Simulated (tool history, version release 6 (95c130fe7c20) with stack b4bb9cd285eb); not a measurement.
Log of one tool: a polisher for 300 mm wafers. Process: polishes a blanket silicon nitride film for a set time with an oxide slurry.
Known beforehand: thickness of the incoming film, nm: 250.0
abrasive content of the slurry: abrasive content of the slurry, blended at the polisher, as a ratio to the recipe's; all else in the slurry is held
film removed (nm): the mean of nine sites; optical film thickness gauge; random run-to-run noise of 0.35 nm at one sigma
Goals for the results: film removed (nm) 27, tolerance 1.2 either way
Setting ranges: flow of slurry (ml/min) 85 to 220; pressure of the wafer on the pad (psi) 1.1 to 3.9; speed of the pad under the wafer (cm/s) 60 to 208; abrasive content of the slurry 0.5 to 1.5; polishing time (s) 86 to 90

run,hour,flow of slurry (ml/min),pressure of the wafer on the pad (psi),speed of the pad under the wafer (cm/s),abrasive content of the slurry,polishing time (s),film removed (nm)
1,0,140,2.5,134,1,86,54.515
2,6.2,140,2.5,116,1,86,49.927
3,12.1,140,2.3,114,1,86,45.664
4,20.5,140,2.1,112,1,86,42.69
5,27.7,140,2,110,1,86,40.447
6,35.8,140,2,110,1,90,42.669
7,39.1,140,1.9,108,1,90,39.626
8,40.9,140,1.8,106,1,90,38.651
9,43.9,140,1.7,104,1,90,35.038
10,51.2,140,1.6,104,1,90,34.909
11,54.9,140,1.5,102,1,90,32.357
12,59.1,140,1.4,102,1,90,31.483

Exactly one of the 4 candidate moves below puts every result within its allowed miss. Which one?
A,63.3,115,1.5,84,0.85,86,?
B,63.3,135,1.4,102,0.85,86,?
C,63.3,165,1.1,94,1,86,?
D,63.3,145,1.1,98,0.95,86,?

move,film removed (nm)
A,24.171
B,27.818
C,25.142
D,24.846
A: pushes the last run's worst result past its target
B: every result within its allowed miss
C: pushes the last run's worst result past its target
D: pushes the last run's worst result past its target
Move B is the one to make.

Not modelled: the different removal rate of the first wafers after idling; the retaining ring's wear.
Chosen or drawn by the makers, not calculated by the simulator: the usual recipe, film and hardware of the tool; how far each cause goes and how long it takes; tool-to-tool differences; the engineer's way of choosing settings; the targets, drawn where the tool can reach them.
